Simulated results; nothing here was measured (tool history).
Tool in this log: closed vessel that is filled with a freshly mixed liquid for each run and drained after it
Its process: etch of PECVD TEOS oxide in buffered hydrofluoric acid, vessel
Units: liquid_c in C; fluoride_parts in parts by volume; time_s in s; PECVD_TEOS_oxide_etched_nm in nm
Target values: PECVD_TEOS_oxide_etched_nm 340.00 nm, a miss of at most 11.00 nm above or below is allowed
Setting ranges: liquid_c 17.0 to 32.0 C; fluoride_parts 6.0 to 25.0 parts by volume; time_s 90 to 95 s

run	hour	liquid_c	fluoride_parts	time_s	PECVD_TEOS_oxide_etched_nm
1	0.0	25.0	15.5	90	234.79
2	3.1	21.5	15.5	90	194.33
3	6.8	21.5	13.0	90	230.36
4	8.4	23.0	13.0	90	253.36
5	15.5	23.0	13.0	95	266.89
6	17.4	23.0	16.0	95	214.97
7	20.5	25.0	16.0	95	238.98
8	25.9	29.0	15.5	95	311.66
9	31.7	29.5	15.5	95	319.93
10	39.7	30.0	15.5	95	327.79

Consider the 4 candidate settings below. Which is the only one whose results all fall within their allowed miss of target?
A	47.7	28.5	14.5	90	?
B	47.7	30.5	16.5	95	?
C	47.7	31.0	16.0	90	?
D	47.7	27.0	12.0	90	?

move	PECVD_TEOS_oxide_etched_nm
A	304.57
B	314.75
C	315.47
D	338.38
A: the biggest miss grows against the last run
B: the biggest miss grows against the last run
C: the biggest miss grows against the last run
D: all results land within tolerance of their targets
D meets every target.
